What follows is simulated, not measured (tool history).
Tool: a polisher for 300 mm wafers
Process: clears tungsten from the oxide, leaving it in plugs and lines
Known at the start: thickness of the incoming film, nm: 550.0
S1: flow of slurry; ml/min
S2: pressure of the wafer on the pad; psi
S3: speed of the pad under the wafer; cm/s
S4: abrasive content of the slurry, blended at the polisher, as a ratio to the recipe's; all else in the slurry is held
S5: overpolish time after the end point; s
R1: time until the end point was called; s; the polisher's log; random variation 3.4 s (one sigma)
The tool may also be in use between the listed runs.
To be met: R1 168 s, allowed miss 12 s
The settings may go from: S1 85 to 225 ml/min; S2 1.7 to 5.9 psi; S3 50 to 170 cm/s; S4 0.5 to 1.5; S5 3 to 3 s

run,hour,S1,S2,S3,S4,S5,R1
1,0,145,3.8,110,1,3,115.12
2,5.3,145,3.8,90,1,3,135.79
3,5.9,145,4.6,90,1,3,114.68
4,12.9,145,4.3,88,1,3,123.33
5,16.4,145,4,86,1,3,130.98
6,23.2,145,4,86,0.85,3,139.94
7,25.7,145,3.8,84,0.85,3,153.73
8,32.8,145,3.7,84,0.85,3,151.79
9,34,145,3.6,84,0.85,3,163.08

5 next moves are on the table. One of them brings every result within its allowed miss. Which?
A,35.2,155,3.8,76,0.6,3,?
B,35.2,150,4,78,1,3,?
C,35.2,185,4.6,62,1,3,?
D,35.2,110,3.6,66,0.75,3,?
E,35.2,170,3.4,72,0.55,3,?

move,R1
A,170.33
B,147.69
C,149.48
D,203.77
E,197.32
A: meets every target
B: further off than the last run
C: further off than the last run
D: takes the result that was furthest off past its target
E: takes the result that was furthest off past its target
Answer: A

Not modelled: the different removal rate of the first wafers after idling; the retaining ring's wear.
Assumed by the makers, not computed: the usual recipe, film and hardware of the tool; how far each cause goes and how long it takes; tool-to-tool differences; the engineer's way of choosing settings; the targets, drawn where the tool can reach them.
